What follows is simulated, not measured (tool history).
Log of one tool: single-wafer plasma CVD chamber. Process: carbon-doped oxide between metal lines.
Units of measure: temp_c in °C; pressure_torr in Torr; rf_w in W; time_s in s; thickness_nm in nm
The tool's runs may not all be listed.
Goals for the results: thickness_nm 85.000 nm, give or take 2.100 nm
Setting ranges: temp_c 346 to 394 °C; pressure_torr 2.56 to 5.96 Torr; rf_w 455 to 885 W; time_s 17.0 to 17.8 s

Run 1, hour 0.0: temp_c 370 °C, pressure_torr 4.26 Torr, rf_w 670 W, time_s 17.8 s. Result: thickness_nm 96.762 nm.
Run 2, hour 8.7: temp_c 371 °C, pressure_torr 4.13 Torr, rf_w 645 W, time_s 17.7 s. Result: thickness_nm 93.012 nm.
Run 3, hour 10.3: temp_c 372 °C, pressure_torr 3.98 Torr, rf_w 630 W, time_s 17.7 s. Result: thickness_nm 90.450 nm.
Run 4, hour 12.3: temp_c 372 °C, pressure_torr 3.98 Torr, rf_w 550 W, time_s 17.7 s. Result: thickness_nm 80.087 nm.
Run 5, hour 14.5: temp_c 383 °C, pressure_torr 3.98 Torr, rf_w 550 W, time_s 17.7 s. Result: thickness_nm 78.161 nm.
Run 6, hour 21.6: temp_c 383 °C, pressure_torr 4.39 Torr, rf_w 550 W, time_s 17.7 s. Result: thickness_nm 79.676 nm.
Run 7, hour 29.5: temp_c 383 °C, pressure_torr 4.39 Torr, rf_w 550 W, time_s 17.7 s. Result: thickness_nm 79.531 nm.
Run 8, hour 35.2: temp_c 380 °C, pressure_torr 4.91 Torr, rf_w 605 W, time_s 17.8 s. Result: thickness_nm 88.865 nm.
Run 9, hour 41.4: temp_c 381 °C, pressure_torr 4.82 Torr, rf_w 600 W, time_s 17.8 s. Result: thickness_nm 87.947 nm.
Run 10, hour 46.7: temp_c 382 °C, pressure_torr 4.75 Torr, rf_w 600 W, time_s 17.8 s. Result: thickness_nm 87.678 nm.
Run 11, hour 47.9: temp_c 382 °C, pressure_torr 4.68 Torr, rf_w 600 W, time_s 17.8 s. Result: thickness_nm 87.707 nm.

Which single option among these 5 for the next run brings every result within its allowed miss of target? Just one does.
Run A, hour 49.1: temp_c 383 °C, pressure_torr 4.69 Torr, rf_w 640 W, time_s 17.8 s. Result: thickness_nm ?.
Run B, hour 49.1: temp_c 390 °C, pressure_torr 5.08 Torr, rf_w 645 W, time_s 17.0 s. Result: thickness_nm ?.
Run C, hour 49.1: temp_c 378 °C, pressure_torr 5.05 Torr, rf_w 650 W, time_s 17.0 s. Result: thickness_nm ?.
Run D, hour 49.1: temp_c 388 °C, pressure_torr 4.62 Torr, rf_w 625 W, time_s 17.0 s. Result: thickness_nm ?.
Run E, hour 49.1: temp_c 379 °C, pressure_torr 4.98 Torr, rf_w 600 W, time_s 17.8 s. Result: thickness_nm ?.

move  thickness_nm
   A        92.553
   B        89.094
   C        91.548
   D        85.684
   E        88.834
A: its largest miss is bigger than the last run's
B: its largest miss is bigger than the last run's
C: its largest miss is bigger than the last run's
D: all results land within tolerance of their targets
E: its largest miss is bigger than the last run's
D meets every target.
